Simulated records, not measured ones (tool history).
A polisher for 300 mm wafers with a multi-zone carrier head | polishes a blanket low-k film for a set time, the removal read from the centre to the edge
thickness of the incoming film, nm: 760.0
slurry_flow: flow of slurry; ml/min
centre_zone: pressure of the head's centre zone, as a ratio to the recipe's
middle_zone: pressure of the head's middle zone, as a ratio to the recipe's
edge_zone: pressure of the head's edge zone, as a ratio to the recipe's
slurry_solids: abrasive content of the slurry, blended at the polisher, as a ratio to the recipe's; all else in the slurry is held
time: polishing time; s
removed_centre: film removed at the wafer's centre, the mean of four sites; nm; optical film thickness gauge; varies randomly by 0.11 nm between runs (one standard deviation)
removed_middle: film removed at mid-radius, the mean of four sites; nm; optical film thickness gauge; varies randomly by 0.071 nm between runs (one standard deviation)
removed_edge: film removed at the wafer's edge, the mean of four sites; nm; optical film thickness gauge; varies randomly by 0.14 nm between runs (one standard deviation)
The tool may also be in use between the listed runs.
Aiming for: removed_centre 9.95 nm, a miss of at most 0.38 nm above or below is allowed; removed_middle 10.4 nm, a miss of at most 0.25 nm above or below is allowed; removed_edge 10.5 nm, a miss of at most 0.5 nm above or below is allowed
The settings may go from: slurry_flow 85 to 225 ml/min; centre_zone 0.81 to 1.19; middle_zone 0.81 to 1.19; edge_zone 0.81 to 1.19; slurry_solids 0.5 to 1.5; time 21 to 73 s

| run | hour | slurry_flow | centre_zone | middle_zone | edge_zone | slurry_solids | time | removed_centre | removed_middle | removed_edge |
|---|---|---|---|---|---|---|---|---|---|---|
| 1 | 0 | 145 | 1 | 1 | 1 | 1 | 47 | 12.623 | 12.689 | 12.421 |
| 2 | 4.4 | 145 | 1 | 1 | 1 | 1.05 | 47 | 12.798 | 13.075 | 12.747 |
| 3 | 8.5 | 145 | 1 | 1 | 1 | 1.05 | 40 | 10.753 | 11.109 | 10.679 |
| 4 | 10.6 | 145 | 1 | 0.94 | 1 | 1.05 | 40 | 10.92 | 10.465 | 10.736 |
| 5 | 11.3 | 140 | 0.98 | 0.95 | 1 | 1.05 | 40 | 10.451 | 10.521 | 10.722 |
| 6 | 13 | 140 | 0.98 | 0.95 | 1 | 1.05 | 34 | 8.9862 | 9.0264 | 9.2029 |
| 7 | 20.1 | 160 | 0.97 | 0.96 | 1.03 | 1.05 | 34 | 9.0146 | 9.2878 | 9.6236 |
|  | 23.3 | worn pad replaced by a new one |
| 8 | 23.3 | 200 | 1.01 | 1.03 | 1.07 | 1.1 | 34 | 11.509 | 11.776 | 11.478 |
| 9 | 27.4 | 160 | 1 | 1.02 | 1.09 | 1.1 | 34 | 10.795 | 11.336 | 11.079 |
| 10 | 28.3 | 150 | 1 | 1.01 | 1.09 | 1.1 | 34 | 10.937 | 10.926 | 11.33 |
| 11 | 30.6 | 145 | 0.99 | 1.01 | 1.08 | 1.1 | 34 | 10.509 | 10.966 | 11.086 |
| 12 | 37.3 | 145 | 0.99 | 1 | 1.07 | 1.1 | 34 | 10.609 | 10.785 | 11.04 |
| 13 | 44.5 | 145 | 0.98 | 1 | 1.06 | 1.1 | 34 | 10.746 | 10.845 | 10.784 |
| 14 | 48.9 | 150 | 0.96 | 0.99 | 1.06 | 1.1 | 34 | 10.589 | 10.848 | 10.952 |
| 15 | 57.2 | 145 | 0.95 | 0.99 | 1.05 | 1.1 | 34 | 10.207 | 10.636 | 11.048 |
| 16 | 64.7 | 145 | 0.95 | 0.99 | 1.04 | 1.1 | 34 | 10.19 | 10.863 | 11.003 |
| 17 | 67.1 | 145 | 0.95 | 0.99 | 1.03 | 1.1 | 34 | 10.274 | 10.792 | 10.939 |
| 18 | 71.8 | 145 | 0.95 | 0.99 | 1.03 | 1.1 | 34 | 10.257 | 10.722 | 10.905 |
| 19 | 73.9 | 145 | 0.95 | 0.99 | 1.02 | 1.1 | 34 | 10.136 | 10.733 | 11.079 |
| 20 | 79.1 | 145 | 0.96 | 0.99 | 1.01 | 1.1 | 34 | 10.271 | 10.68 | 10.835 |

Below are 5 possible settings for the next run. Only one of them brings all results inside the allowed miss of their targets. Which is it?
| A | 84.3 | 170 | 0.96 | 1.18 | 0.92 | 0.75 | 34 | ? | ? | ? |
| B | 84.3 | 135 | 1.07 | 1.14 | 1.09 | 0.8 | 37 | ? | ? | ? |
| C | 84.3 | 160 | 0.97 | 1.04 | 0.98 | 1.05 | 33 | ? | ? | ? |
| D | 84.3 | 145 | 0.96 | 0.99 | 1.02 | 1.15 | 32 | ? | ? | ? |
| E | 84.3 | 125 | 0.91 | 1.01 | 1.06 | 1.25 | 32 | ? | ? | ? |

| move | removed_centre | removed_middle | removed_edge |
|---|---|---|---|
| A | 8.9878 | 10.733 | 8.8719 |
| B | 10.617 | 11.192 | 10.24 |
| C | 10.171 | 10.857 | 10.229 |
| D | 9.9294 | 10.307 | 10.312 |
| E | 9.416 | 10.486 | 10.558 |
A: moves away from the targets compared with the last run
B: moves away from the targets compared with the last run
C: moves away from the targets compared with the last run
D: in spec on every target
E: corrects the largest miss of the last run, while another result sits out of spec
So the answer is move D, the one that meets all the targets.
